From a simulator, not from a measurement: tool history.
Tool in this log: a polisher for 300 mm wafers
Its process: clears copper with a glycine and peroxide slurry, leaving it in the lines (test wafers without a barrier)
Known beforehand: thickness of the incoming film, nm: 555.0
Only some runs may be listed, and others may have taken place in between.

run  hour  flow of slurry (ml/min)  pressure of the wafer on the pad (kPa)  speed of the pad under the wafer (cm/s)  overpolish time after the end point (s)  time until the end point was called (s)  dishing of a wide line in a test structure (Å)
  1     0                      300                                    21.4                                      112                                       10                                   74.792                                           498.6
  2   0.8                      300                                    21.4                                      124                                       10                                   69.127                                          526.82
  3     7                      300                                    19.3                                      120                                       11                                    79.25                                          523.39
  4  15.9                      300                                    19.3                                      120                                        9                                   78.324                                          443.93
  5  16.6                      300                                    19.3                                      102                                        9                                     89.1                                          395.61
  6  21.3                      300                                    23.4                                      102                                        9                                   77.955                                           457.1
  7  23.9                      295                                    17.2                                       82                                       14                                   117.22                                          461.64

The next listed run, before its measurement:
  8  26.9                      295                                    16.5                                       82                                       14                                        ?                                               ?

time until the end point was called (s): 119.31
dishing of a wide line in a test structure (Å): 440.94

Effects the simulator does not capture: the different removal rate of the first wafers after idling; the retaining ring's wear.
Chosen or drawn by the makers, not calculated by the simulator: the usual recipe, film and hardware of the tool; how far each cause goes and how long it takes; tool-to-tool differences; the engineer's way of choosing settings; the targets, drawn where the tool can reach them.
